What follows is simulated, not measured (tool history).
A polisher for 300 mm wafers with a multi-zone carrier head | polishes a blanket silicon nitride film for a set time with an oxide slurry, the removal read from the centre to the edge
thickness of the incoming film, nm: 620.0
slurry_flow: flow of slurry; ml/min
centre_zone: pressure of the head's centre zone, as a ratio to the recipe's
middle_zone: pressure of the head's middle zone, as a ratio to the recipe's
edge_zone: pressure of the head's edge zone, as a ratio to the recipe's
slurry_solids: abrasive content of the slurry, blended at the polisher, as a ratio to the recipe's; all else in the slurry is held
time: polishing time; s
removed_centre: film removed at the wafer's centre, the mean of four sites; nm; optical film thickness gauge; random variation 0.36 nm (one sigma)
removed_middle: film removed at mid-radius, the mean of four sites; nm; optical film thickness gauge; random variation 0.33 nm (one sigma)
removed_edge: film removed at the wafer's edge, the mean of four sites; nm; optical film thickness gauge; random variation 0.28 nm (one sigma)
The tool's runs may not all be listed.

| run | hour | slurry_flow | centre_zone | middle_zone | edge_zone | slurry_solids | time | removed_centre | removed_middle | removed_edge |
|---|---|---|---|---|---|---|---|---|---|---|
| 1 | 0 | 190 | 1 | 1 | 1 | 1 | 47 | 35.942 | 36.351 | 37.549 |
| 2 | 0.6 | 190 | 0.98 | 1.01 | 0.98 | 0.95 | 47 | 33.773 | 36.805 | 36.394 |
| 3 | 5.4 | 190 | 0.97 | 1 | 0.97 | 0.9 | 47 | 33.407 | 34.882 | 35.205 |
| 4 | 7.3 | 185 | 0.95 | 1 | 0.96 | 0.9 | 47 | 32.583 | 34.579 | 34.868 |
| 5 | 8.2 | 185 | 0.95 | 1 | 0.96 | 0.9 | 58 | 39.304 | 42.852 | 42.995 |
| 6 | 13.7 | 185 | 0.93 | 1.01 | 0.95 | 0.85 | 57 | 37.68 | 40.536 | 41.031 |
| 7 | 19.7 | 180 | 0.92 | 1.03 | 0.94 | 0.8 | 56 | 33.99 | 39.314 | 38.395 |
| 8 | 24.6 | 175 | 0.92 | 1.03 | 0.93 | 0.75 | 56 | 33.864 | 38.284 | 37.224 |
| 9 | 28.1 | 170 | 0.91 | 1.03 | 0.92 | 0.7 | 56 | 31.818 | 36.31 | 35.09 |
| 10 | 33 | 165 | 0.9 | 1.03 | 0.91 | 0.7 | 56 | 31.071 | 35.733 | 35.087 |
| 11 | 40.2 | 175 | 0.86 | 1.1 | 0.84 | 0.5 | 52 | 22.513 | 28.702 | 24.406 |
| 12 | 44.4 | 175 | 0.86 | 1.1 | 0.86 | 0.5 | 52 | 21.915 | 28.613 | 25.532 |
| 13 | 50.6 | 175 | 0.87 | 1.1 | 0.87 | 0.5 | 52 | 22.439 | 28.777 | 25.308 |
| 14 | 56.4 | 175 | 0.88 | 1.1 | 0.88 | 0.5 | 52 | 22.873 | 28.844 | 25.834 |
| 15 | 60 | 175 | 0.89 | 1.1 | 0.89 | 0.5 | 52 | 23.426 | 28.063 | 25.155 |
| 16 | 61.7 | 180 | 0.89 | 1.09 | 0.89 | 0.5 | 52 | 22.744 | 27.593 | 25.274 |
| 17 | 69.9 | 175 | 0.89 | 1.09 | 0.89 | 0.5 | 52 | 23.444 | 28.026 | 25.423 |
| 18 | 78.6 | 185 | 0.9 | 1.17 | 0.99 | 0.7 | 52 | 30.113 | 37.338 | 33.304 |
| 19 | 86.9 | 145 | 0.84 | 1.09 | 0.89 | 0.7 | 52 | 26.827 | 34.314 | 31.485 |
| 20 | 95.5 | 145 | 0.84 | 1.09 | 0.88 | 0.7 | 52 | 26.374 | 34.704 | 31.484 |
| 21 | 96.6 | 145 | 0.84 | 1.08 | 0.87 | 0.7 | 52 | 26.643 | 34.06 | 31.067 |
| 22 | 100.3 | 145 | 0.84 | 1.08 | 0.86 | 0.7 | 52 | 26.005 | 34.257 | 31.155 |

Run 23 comes next. What will it give?
| 23 | 105.9 | 145 | 0.84 | 1.08 | 0.85 | 0.7 | 52 | ? | ? | ? |

{"run 23": {"removed_centre": 26.675, "removed_middle": 34.316, "removed_edge": 30.371}}
